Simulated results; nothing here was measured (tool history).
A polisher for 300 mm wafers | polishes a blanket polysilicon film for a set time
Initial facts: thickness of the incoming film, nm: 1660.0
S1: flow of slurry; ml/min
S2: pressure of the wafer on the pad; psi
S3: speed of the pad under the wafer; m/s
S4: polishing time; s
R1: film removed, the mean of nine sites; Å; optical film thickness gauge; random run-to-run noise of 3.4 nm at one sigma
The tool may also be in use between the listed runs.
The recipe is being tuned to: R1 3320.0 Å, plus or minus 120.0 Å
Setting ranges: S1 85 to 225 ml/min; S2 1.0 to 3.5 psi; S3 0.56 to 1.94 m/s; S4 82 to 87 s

Run 1, day 0.000: S1 145 ml/min, S2 2.2 psi, S3 1.24 m/s, S4 82 s. Result: R1 5230.7 Å.
Run 2, day 0.179: S1 140 ml/min, S2 1.9 psi, S3 1.24 m/s, S4 82 s. Result: R1 4516.8 Å.
Run 3, day 0.300: S1 135 ml/min, S2 1.7 psi, S3 1.24 m/s, S4 82 s. Result: R1 4090.4 Å.
Run 4, day 0.442: S1 100 ml/min, S2 1.7 psi, S3 1.24 m/s, S4 82 s. Result: R1 3770.3 Å.
Run 5, day 0.704: S1 95 ml/min, S2 1.6 psi, S3 1.24 m/s, S4 82 s. Result: R1 3555.8 Å.
Run 6, day 0.771: S1 95 ml/min, S2 1.2 psi, S3 1.24 m/s, S4 82 s. Result: R1 2762.2 Å.
Run 7, day 0.808: S1 110 ml/min, S2 1.2 psi, S3 1.24 m/s, S4 82 s. Result: R1 2891.7 Å.
Run 8, day 1.062: S1 120 ml/min, S2 1.2 psi, S3 1.24 m/s, S4 82 s. Result: R1 2969.7 Å.
Run 9, day 1.346: S1 130 ml/min, S2 1.2 psi, S3 1.24 m/s, S4 82 s. Result: R1 3085.0 Å.
Run 10, day 1.408: S1 135 ml/min, S2 1.2 psi, S3 1.24 m/s, S4 82 s. Result: R1 3072.6 Å.
Run 11, day 1.762: S1 140 ml/min, S2 1.2 psi, S3 1.24 m/s, S4 82 s. Result: R1 3075.7 Å.
Run 12, day 2.083: S1 145 ml/min, S2 1.2 psi, S3 1.24 m/s, S4 82 s. Result: R1 3074.3 Å.
Run 13, day 2.308: S1 150 ml/min, S2 1.2 psi, S3 1.24 m/s, S4 82 s. Result: R1 3134.9 Å.
Run 14, day 2.667: S1 155 ml/min, S2 1.2 psi, S3 1.24 m/s, S4 82 s. Result: R1 3099.3 Å.
Run 15, day 3.017: S1 160 ml/min, S2 1.2 psi, S3 1.24 m/s, S4 82 s. Result: R1 3147.9 Å.
Run 16, day 3.112: S1 165 ml/min, S2 1.2 psi, S3 1.24 m/s, S4 82 s. Result: R1 3156.3 Å.
At day 3.379: head pressure recalibrated.
Run 17, day 3.379: S1 170 ml/min, S2 1.2 psi, S3 1.24 m/s, S4 82 s. Result: R1 3450.7 Å.
Run 18, day 3.504: S1 165 ml/min, S2 1.2 psi, S3 1.24 m/s, S4 82 s. Result: R1 3455.3 Å.

Exercise: of the 5 proposed moves below, exactly one satisfies all targets within the stated allowed misses. Which move is it?
Run A, day 3.629: S1 155 ml/min, S2 1.1 psi, S3 1.24 m/s, S4 85 s. Result: R1 ?.
Run B, day 3.629: S1 170 ml/min, S2 1.2 psi, S3 1.24 m/s, S4 85 s. Result: R1 ?.
Run C, day 3.629: S1 145 ml/min, S2 1.3 psi, S3 1.26 m/s, S4 82 s. Result: R1 ?.
Run D, day 3.629: S1 165 ml/min, S2 1.2 psi, S3 1.28 m/s, S4 82 s. Result: R1 ?.
Run E, day 3.629: S1 205 ml/min, S2 1.5 psi, S3 1.02 m/s, S4 87 s. Result: R1 ?.

move      R1
   A  3344.7
   B  3654.3
   C  3722.3
   D  3617.4
   E  3852.0
A: all results in spec
B: its largest miss is bigger than the last run's
C: its largest miss is bigger than the last run's
D: its largest miss is bigger than the last run's
E: its largest miss is bigger than the last run's
So the answer is move A, the one that meets all the targets.

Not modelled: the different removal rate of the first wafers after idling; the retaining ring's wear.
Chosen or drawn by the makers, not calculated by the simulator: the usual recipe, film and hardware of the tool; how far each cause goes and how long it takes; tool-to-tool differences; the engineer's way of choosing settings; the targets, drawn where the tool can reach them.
